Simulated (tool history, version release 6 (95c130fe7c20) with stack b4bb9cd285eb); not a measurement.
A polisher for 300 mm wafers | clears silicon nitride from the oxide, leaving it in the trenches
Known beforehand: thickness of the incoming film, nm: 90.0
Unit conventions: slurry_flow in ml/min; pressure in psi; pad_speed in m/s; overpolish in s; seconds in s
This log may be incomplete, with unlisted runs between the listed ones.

run,hour,slurry_flow,pressure,pad_speed,overpolish,seconds
1,0.0,175,3.1,1.04,42,96.171
2,2.0,155,3.1,1.04,42,99.762
3,5.7,155,2.9,1.00,42,111.360
4,14.6,155,2.7,0.98,42,121.540
5,15.4,155,2.5,0.96,42,133.520
6,24.2,155,2.1,0.96,42,155.310

Run 7, settings as shown, results not yet in. Your forecast:
7,27.4,155,2.0,0.94,42,?

seconds: 161.010 s

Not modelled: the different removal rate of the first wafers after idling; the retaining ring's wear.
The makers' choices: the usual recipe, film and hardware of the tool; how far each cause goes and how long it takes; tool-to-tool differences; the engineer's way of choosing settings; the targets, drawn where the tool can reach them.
